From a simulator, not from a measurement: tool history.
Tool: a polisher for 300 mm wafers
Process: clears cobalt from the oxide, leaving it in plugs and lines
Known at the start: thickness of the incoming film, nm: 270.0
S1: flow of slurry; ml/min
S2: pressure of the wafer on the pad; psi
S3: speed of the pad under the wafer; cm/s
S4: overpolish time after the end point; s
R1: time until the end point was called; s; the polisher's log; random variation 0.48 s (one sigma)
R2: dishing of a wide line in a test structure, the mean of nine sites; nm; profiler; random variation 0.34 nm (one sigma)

run	day	S1	S2	S3	S4	R1	R2
1	0.000	300	1.3	100	21	112.430	39.729
2	0.329	295	1.5	100	18	97.806	39.745
3	0.454	325	1.6	104	16	88.258	38.021
4	0.729	355	1.7	106	14	80.722	37.608
5	1.021	380	1.8	108	12	74.353	35.325
6	1.283	380	1.8	108	19	76.350	49.193
7	1.408	400	1.8	114	16	70.909	45.214
8	1.704	355	1.9	114	14	68.405	43.255
9	1.746	380	1.9	114	12	67.710	38.290
10	1.954	465	2.1	116	6	60.415	24.162
11	2.017	465	2.1	116	6	59.045	23.826

Run 12 comes next. What will it give?
12	2.067	465	2.1	118	6	?	?

{"run 12": {"R1": 58.836, "R2": 24.005}}
